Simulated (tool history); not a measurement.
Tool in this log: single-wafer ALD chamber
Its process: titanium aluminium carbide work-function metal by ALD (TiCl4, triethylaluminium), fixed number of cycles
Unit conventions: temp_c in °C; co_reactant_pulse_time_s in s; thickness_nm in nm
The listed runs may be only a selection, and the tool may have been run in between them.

run,day,temp_c,co_reactant_pulse_time_s,thickness_nm
1,0.000,295,8.62,1.8783
2,0.288,295,6.95,1.7938
3,0.533,295,4.77,1.6460
4,0.850,288,4.77,1.6011
5,0.950,288,3.10,1.3773
6,1.192,293,3.23,1.4274
7,1.225,296,3.65,1.5010
8,1.571,308,3.95,1.6312
9,1.638,310,4.05,1.6587
10,1.767,311,4.13,1.6676
11,2.038,312,4.21,1.6907
12,2.233,313,4.26,1.7132

Expected results for the next run?
13,2.446,314,4.27,?

Logged for run 13: thickness_nm 1.7231 nm.
